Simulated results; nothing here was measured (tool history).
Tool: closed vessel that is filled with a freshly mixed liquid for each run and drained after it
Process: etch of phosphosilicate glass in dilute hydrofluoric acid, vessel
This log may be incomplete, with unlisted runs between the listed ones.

run  hour  temperature setpoint of the liquid (°C)  parts of water to one part of 49 % hydrofluoric acid (parts by volume)  time in the liquid (s)  thickness taken off the phosphosilicate glass on a monitor wafer (angstrom)
  1   0.0                                     21.0                                                                     170                     225                                                                       717.08
  2   3.4                                     21.0                                                                     215                     225                                                                       539.57
  3   4.5                                     23.0                                                                     210                     225                                                                       603.52
  4   9.8                                     20.5                                                                     210                     225                                                                       548.52
  5  17.6                                     20.5                                                                     250                     225                                                                       442.34
  6  21.2                                     22.5                                                                     230                     225                                                                       534.16
  7  21.8                                     22.5                                                                     230                     225                                                                       527.29
  8  29.6                                     24.0                                                                     220                     225                                                                       581.63
  9  36.6                                     25.0                                                                     210                     225                                                                       647.43

Run 10 is up next; what results do you expect?
 10  42.5                                     26.0                                                                     205                     225                                                                            ?

thickness taken off the phosphosilicate glass on a monitor wafer (angstrom): 695.52

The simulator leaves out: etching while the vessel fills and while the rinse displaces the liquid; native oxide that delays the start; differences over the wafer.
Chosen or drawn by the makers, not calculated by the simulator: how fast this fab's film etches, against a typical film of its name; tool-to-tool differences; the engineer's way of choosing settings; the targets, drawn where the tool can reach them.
